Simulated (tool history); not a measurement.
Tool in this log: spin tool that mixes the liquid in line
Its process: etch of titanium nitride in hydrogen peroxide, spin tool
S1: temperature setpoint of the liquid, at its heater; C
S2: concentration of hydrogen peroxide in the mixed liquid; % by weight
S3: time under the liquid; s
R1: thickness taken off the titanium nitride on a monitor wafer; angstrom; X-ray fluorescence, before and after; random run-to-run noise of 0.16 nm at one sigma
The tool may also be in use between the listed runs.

run 1 hour=0.0 | S1=56.0 S2=17.0 S3=170 | R1=92.638
run 2 hour=3.0 | S1=56.0 S2=13.5 S3=170 | R1=88.719
run 3 hour=5.6 | S1=57.5 S2=13.5 S3=170 | R1=97.525
run 4 hour=11.1 | S1=59.0 S2=14.0 S3=170 | R1=110.030
run 5 hour=19.1 | S1=60.0 S2=14.0 S3=170 | R1=116.550
run 6 hour=23.1 | S1=54.0 S2=14.0 S3=170 | R1=78.711
run 7 hour=30.2 | S1=54.0 S2=14.0 S3=170 | R1=78.249

Run 8 comes next. What will it give?
run 8 hour=35.9 | S1=56.0 S2=14.5 S3=170 | R1=?

Logged for run 8: R1 89.848 angstrom.
